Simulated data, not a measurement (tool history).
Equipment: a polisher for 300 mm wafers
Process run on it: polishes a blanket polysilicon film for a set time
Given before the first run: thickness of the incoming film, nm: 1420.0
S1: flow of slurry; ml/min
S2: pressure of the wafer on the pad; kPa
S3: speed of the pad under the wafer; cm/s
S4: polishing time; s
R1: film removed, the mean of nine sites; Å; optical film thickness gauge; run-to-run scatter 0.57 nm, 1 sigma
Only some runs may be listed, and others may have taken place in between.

run,day,S1,S2,S3,S4,R1
1,0,205,13.1,122,23,1337.5
2,0.338,205,15.2,122,23,1452.9
3,0.433,205,15.2,148,23,1781.8
4,0.562,205,15.2,148,23,1780.3
5,0.871,205,12.4,116,23,1203.8
6,0.967,180,12.4,116,23,1197.7
7,1.167,180,10.3,96,23,874.95

Predict the results of run 8:
8,1.329,175,6.2,72,23,?

{"run 8": {"R1": 496.22}}
